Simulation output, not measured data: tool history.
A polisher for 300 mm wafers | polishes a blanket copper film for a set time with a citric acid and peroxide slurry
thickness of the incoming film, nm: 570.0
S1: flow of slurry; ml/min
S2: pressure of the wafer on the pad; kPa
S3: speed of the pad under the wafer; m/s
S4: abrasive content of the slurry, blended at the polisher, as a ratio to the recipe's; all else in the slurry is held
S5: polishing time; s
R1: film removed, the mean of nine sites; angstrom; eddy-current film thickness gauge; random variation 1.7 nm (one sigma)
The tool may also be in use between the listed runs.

run    day   S1    S2    S3    S4  S5      R1
  1      0  205  21.4  1.06     1  44  1186.7
  2  0.325  175  21.4  1.06     1  44  1164.3
  3    0.7  175  21.4  0.96     1  44    1070
  4  1.058  175  21.4  0.96  0.85  44  1010.9
  5  1.108  180  24.8  1.02  0.85  44  1242.4
  6  1.296  180  24.8  1.02  1.05  44  1308.4
  7    1.6  180  24.8  1.02  1.05  44  1296.2

Run 8 comes next. What will it give?
  8  1.629  190  27.6  1.06  1.05  44   ?

R1: 1532.1 angstrom
